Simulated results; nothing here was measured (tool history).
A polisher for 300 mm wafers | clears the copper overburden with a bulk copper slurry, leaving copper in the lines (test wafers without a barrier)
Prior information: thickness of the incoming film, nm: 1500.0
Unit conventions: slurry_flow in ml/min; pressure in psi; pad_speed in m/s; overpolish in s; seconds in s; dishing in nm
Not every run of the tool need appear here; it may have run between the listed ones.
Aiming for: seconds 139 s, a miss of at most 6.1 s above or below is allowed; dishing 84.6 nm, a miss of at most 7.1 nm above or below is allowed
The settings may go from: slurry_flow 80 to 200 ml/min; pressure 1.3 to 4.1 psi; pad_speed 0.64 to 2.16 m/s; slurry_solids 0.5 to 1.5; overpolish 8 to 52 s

| run | hour | slurry_flow | pressure | pad_speed | slurry_solids | overpolish | seconds | dishing |
|---|---|---|---|---|---|---|---|---|
| 1 | 0 | 130 | 2.7 | 1.4 | 1 | 26 | 118.89 | 122.66 |
| 2 | 3.3 | 130 | 2.6 | 1.42 | 1 | 23 | 121.56 | 115.34 |
| 3 | 8.2 | 130 | 3.2 | 1.42 | 1 | 23 | 106.72 | 138.75 |
| 4 | 10.9 | 130 | 3 | 1.42 | 1 | 21 | 110.19 | 129.82 |
| 5 | 13.9 | 110 | 3 | 1.42 | 1 | 21 | 115.12 | 124.73 |
| 6 | 16.6 | 110 | 3 | 1.42 | 1.2 | 21 | 109.75 | 129.79 |
| 7 | 21 | 110 | 2.8 | 1.44 | 1.2 | 19 | 111.55 | 120.24 |
| 8 | 22.5 | 110 | 2.8 | 1.44 | 1.2 | 19 | 111.76 | 119.14 |
| 9 | 27.2 | 110 | 2.7 | 1.44 | 1.2 | 18 | 113.69 | 114.13 |
| 10 | 31.9 | 110 | 2.6 | 1.44 | 1.2 | 17 | 117.31 | 115.45 |
| 11 | 36.2 | 105 | 2.4 | 1.48 | 1.2 | 15 | 122.44 | 98.463 |

Which one of the following 4 next-run settings gets every result inside its allowed miss? There is exactly one.
| A | 40.5 | 90 | 2.6 | 1.1 | 1.25 | 15 | ? | ? |
| B | 40.5 | 130 | 1.6 | 1.48 | 1.15 | 15 | ? | ? |
| C | 40.5 | 80 | 2.6 | 1.16 | 1.25 | 14 | ? | ? |
| D | 40.5 | 80 | 1.9 | 1.54 | 1.3 | 14 | ? | ? |

| move | seconds | dishing |
|---|---|---|
| A | 157.63 | 86.299 |
| B | 151.07 | 84.623 |
| C | 153.81 | 83.924 |
| D | 140.73 | 86.103 |
A: takes the biggest miss from the last run beyond its target
B: takes the biggest miss from the last run beyond its target
C: takes the biggest miss from the last run beyond its target
D: every result within its allowed miss
Move D is the one to make.

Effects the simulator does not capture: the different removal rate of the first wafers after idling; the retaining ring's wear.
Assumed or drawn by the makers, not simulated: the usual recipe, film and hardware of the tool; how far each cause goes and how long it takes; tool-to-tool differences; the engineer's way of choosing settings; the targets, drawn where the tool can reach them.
